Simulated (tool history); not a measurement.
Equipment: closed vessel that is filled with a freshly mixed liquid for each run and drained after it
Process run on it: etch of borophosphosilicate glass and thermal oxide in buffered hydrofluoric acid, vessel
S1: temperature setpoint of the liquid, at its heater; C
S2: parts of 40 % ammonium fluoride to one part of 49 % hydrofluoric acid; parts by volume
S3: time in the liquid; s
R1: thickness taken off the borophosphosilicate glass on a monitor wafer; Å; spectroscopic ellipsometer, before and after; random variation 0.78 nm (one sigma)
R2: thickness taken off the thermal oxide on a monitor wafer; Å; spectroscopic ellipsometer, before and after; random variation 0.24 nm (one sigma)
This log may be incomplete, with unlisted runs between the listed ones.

run    day  S1    S2  S3      R1      R2
  1      0  24    12  60    1697  563.29
  2  0.283  23    12  60  1614.9  537.79
  3  0.475  23  14.5  60  1351.5   444.5
  4  0.838  20  14.5  60  1143.1   372.9
  5  0.888  18  14.5  60  1026.1  337.06
  6  1.217  19  14.5  60  1081.2  355.28
  7  1.388  20  14.5  60  1141.2  375.24

Run 8 comes next. What will it give?
  8  1.429  20.5  14.5  60   ?   ?

Run 8 measured R1 1181.7 Å, R2 386.85 Å.
